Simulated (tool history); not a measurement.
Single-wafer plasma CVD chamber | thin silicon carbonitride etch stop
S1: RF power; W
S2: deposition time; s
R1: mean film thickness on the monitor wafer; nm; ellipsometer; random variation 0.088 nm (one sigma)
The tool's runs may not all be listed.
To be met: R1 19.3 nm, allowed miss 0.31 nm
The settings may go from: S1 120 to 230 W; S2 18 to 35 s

{"run": 1, "hour": 0.0, "S1": 175, "S2": 26.5, "R1": 15.312}
{"run": 2, "hour": 1.8, "S1": 175, "S2": 30.1, "R1": 17.499}
{"run": 3, "hour": 7.0, "S1": 190, "S2": 30.1, "R1": 18.055}
{"run": 4, "hour": 9.0, "S1": 190, "S2": 33.3, "R1": 20.208}
{"run": 5, "hour": 13.9, "S1": 200, "S2": 33.3, "R1": 20.704}
{"run": 6, "hour": 21.0, "S1": 195, "S2": 33.2, "R1": 20.316}
{"run": 7, "hour": 21.7, "S1": 190, "S2": 33.1, "R1": 19.97}
{"run": 8, "hour": 24.4, "S1": 190, "S2": 33.1, "R1": 19.856}
{"run": 9, "hour": 25.0, "S1": 185, "S2": 33, "R1": 19.653}

Which of these 5 next moves meets every target?
{"run": "A", "hour": 25.6, "S1": 180, "S2": 32.7, "R1": "?"}
{"run": "B", "hour": 25.6, "S1": 170, "S2": 35, "R1": "?"}
{"run": "C", "hour": 25.6, "S1": 175, "S2": 34.8, "R1": "?"}
{"run": "D", "hour": 25.6, "S1": 190, "S2": 32.9, "R1": "?"}
{"run": "E", "hour": 25.6, "S1": 175, "S2": 35, "R1": "?"}

move=A R1=19.25
move=B R1=20.08
move=C R1=20.23
move=D R1=19.832
move=E R1=20.346
A: meets every target
B: further off than the last run
C: further off than the last run
D: further off than the last run
E: further off than the last run
Move A is the one to make.
